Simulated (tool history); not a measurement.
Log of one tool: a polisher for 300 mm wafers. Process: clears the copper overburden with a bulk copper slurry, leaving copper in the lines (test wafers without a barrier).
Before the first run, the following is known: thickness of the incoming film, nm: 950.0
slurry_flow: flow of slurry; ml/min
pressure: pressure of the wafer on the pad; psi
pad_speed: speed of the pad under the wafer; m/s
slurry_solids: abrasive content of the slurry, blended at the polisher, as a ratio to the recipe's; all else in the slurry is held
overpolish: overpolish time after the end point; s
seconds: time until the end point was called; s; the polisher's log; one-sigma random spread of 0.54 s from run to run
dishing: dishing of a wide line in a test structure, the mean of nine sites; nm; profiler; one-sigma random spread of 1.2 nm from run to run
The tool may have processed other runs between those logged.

run 1 hour=0.0 | slurry_flow=170 pressure=2.8 pad_speed=1.28 slurry_solids=1.0 overpolish=29 | seconds=70.838 dishing=107.880
run 2 hour=1.8 | slurry_flow=170 pressure=2.8 pad_speed=1.28 slurry_solids=1.0 overpolish=36 | seconds=72.604 dishing=109.890
run 3 hour=7.0 | slurry_flow=170 pressure=2.8 pad_speed=1.28 slurry_solids=1.2 overpolish=36 | seconds=66.412 dishing=110.280
run 4 hour=9.7 | slurry_flow=135 pressure=2.8 pad_speed=1.28 slurry_solids=1.2 overpolish=36 | seconds=71.613 dishing=111.250
run 5 hour=14.1 | slurry_flow=135 pressure=2.8 pad_speed=1.00 slurry_solids=1.2 overpolish=36 | seconds=81.332 dishing=109.240
run 6 hour=17.5 | slurry_flow=140 pressure=2.9 pad_speed=1.02 slurry_solids=1.2 overpolish=33 | seconds=78.693 dishing=107.570
run 7 hour=19.6 | slurry_flow=145 pressure=3.7 pad_speed=1.16 slurry_solids=1.2 overpolish=19 | seconds=57.132 dishing=106.340
run 8 hour=24.7 | slurry_flow=150 pressure=3.8 pad_speed=1.16 slurry_solids=1.2 overpolish=19 | seconds=55.700 dishing=109.730
run 9 hour=27.1 | slurry_flow=150 pressure=4.3 pad_speed=1.24 slurry_solids=1.2 overpolish=10 | seconds=46.419 dishing=92.449
run 10 hour=28.0 | slurry_flow=150 pressure=4.3 pad_speed=1.22 slurry_solids=1.2 overpolish=12 | seconds=47.339 dishing=100.770
run 11 hour=34.7 | slurry_flow=150 pressure=4.3 pad_speed=1.22 slurry_solids=1.2 overpolish=13 | seconds=47.210 dishing=101.500

Run 12, settings as shown, results not yet in. Your forecast:
run 12 hour=36.3 | slurry_flow=150 pressure=4.3 pad_speed=1.22 slurry_solids=1.2 overpolish=14 | seconds=? dishing=?

{"run 12": {"seconds": 46.648, "dishing": 106.66}}

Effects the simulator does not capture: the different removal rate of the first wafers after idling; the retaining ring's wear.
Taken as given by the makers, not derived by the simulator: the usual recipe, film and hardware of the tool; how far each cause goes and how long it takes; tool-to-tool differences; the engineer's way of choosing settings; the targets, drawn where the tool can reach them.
